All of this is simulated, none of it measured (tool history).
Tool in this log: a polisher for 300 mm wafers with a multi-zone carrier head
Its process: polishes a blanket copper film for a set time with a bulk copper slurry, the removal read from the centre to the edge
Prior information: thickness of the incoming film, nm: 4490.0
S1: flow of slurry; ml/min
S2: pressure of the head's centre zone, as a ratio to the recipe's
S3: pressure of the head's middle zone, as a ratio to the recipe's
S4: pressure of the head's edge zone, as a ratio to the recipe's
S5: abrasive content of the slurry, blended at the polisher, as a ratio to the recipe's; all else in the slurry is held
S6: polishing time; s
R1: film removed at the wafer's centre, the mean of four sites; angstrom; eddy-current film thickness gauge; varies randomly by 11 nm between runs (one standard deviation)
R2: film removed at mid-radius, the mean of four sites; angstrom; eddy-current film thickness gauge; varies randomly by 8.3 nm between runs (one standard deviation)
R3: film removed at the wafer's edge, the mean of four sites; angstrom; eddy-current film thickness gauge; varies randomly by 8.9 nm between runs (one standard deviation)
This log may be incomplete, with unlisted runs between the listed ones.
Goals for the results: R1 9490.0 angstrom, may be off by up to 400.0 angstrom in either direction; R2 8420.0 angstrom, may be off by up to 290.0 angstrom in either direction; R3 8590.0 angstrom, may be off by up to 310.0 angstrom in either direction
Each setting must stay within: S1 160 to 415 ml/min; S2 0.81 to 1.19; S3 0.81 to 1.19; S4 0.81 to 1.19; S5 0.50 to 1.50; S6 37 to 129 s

run  hour   S1    S2    S3    S4    S5   S6      R1      R2      R3
  1   0.0  265  1.00  1.00  1.00  1.00   83  5730.0  5894.9  5762.3
  2   7.2  265  0.95  1.00  1.00  1.00   83  5679.6  5760.7  5697.3
  3  16.3  265  0.87  1.00  1.00  1.00   83  4969.5  5810.3  5836.8
  4  20.1  270  0.91  1.00  1.02  1.10   87  5675.4  6194.2  6216.6
  5  27.2  270  0.91  1.00  0.94  1.10   87  5656.9  6161.9  5848.1
  6  31.6  235  0.91  1.00  0.94  1.10   87  5422.0  6054.2  5878.1
  7  35.0  235  0.95  1.00  0.97  1.15   91  6157.8  6300.2  6302.1
  8  39.1  235  0.97  1.02  0.99  1.20   94  6430.6  6837.8  6804.1
  9  40.2  250  1.01  1.02  1.01  1.25   95  6979.4  6970.8  6977.8
 10  45.2  255  1.04  1.03  1.03  1.30   96  7194.9  7175.4  7055.8
 11  53.7  255  1.06  1.03  1.04  1.35   98  7561.3  7424.3  7366.9
 12  55.0  260  1.08  1.03  1.05  1.40  100  8063.8  7566.0  7469.1

Below are 4 possible settings for the next run. Only one of them brings all results inside the allowed miss of their targets. Which is it?
  A  56.3  260  1.09  0.84  1.02  1.20  119   ?   ?   ?
  B  56.3  200  1.13  1.03  1.07  1.30  116   ?   ?   ?
  C  56.3  295  1.15  0.92  1.16  1.40  108   ?   ?   ?
  D  56.3  205  0.92  0.98  1.15  1.35   95   ?   ?   ?

move      R1      R2      R3
   A  9255.5  7789.1  8626.7
   B  9293.8  8411.2  8597.3
   C  9250.9  7715.4  8677.7
   D  6248.5  6776.2  7375.2
A: puts the biggest miss on target and leaves a different result outside tolerance
B: each result inside its tolerance
C: puts the biggest miss on target and leaves a different result outside tolerance
D: moves away from the targets compared with the last run
B is the move that brings every result within its allowed miss.
